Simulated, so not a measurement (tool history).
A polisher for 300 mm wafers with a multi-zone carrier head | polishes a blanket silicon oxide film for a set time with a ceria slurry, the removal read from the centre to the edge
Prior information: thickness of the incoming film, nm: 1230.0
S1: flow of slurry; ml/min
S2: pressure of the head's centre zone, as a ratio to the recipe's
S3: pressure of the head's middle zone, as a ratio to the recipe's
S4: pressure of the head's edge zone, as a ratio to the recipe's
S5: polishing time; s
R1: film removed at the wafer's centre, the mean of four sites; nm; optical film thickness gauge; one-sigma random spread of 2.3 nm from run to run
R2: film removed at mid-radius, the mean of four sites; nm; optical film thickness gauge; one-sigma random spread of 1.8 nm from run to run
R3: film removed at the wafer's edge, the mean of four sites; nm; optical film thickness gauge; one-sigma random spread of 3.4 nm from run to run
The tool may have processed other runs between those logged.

run  hour   S1    S2    S3    S4  S5      R1      R2      R3
  1   0.0  280  1.00  1.00  1.00  65  340.42  339.47  337.47
  2   2.2  270  0.97  0.94  0.99  59  296.20  293.78  303.21
  3   8.3  260  0.96  0.90  1.00  55  268.78  271.23  287.21
  4  12.6  260  0.98  0.87  1.02  51  253.07  249.75  268.59
  5  21.3  260  0.98  0.81  1.02  51  255.49  239.84  271.00
  6  28.4  260  1.06  0.81  1.02  51  274.05  237.86  272.60
  7  36.7  250  1.04  0.81  1.03  49  263.29  227.39  259.84
  8  40.7  235  1.01  0.81  1.04  48  242.21  221.22  246.43

Forecast run 9:
  9  41.4  245  1.01  0.81  1.08  47   ?   ?   ?

Run 9 yielded R1 242.35 nm, R2 220.51 nm, R3 260.07 nm.

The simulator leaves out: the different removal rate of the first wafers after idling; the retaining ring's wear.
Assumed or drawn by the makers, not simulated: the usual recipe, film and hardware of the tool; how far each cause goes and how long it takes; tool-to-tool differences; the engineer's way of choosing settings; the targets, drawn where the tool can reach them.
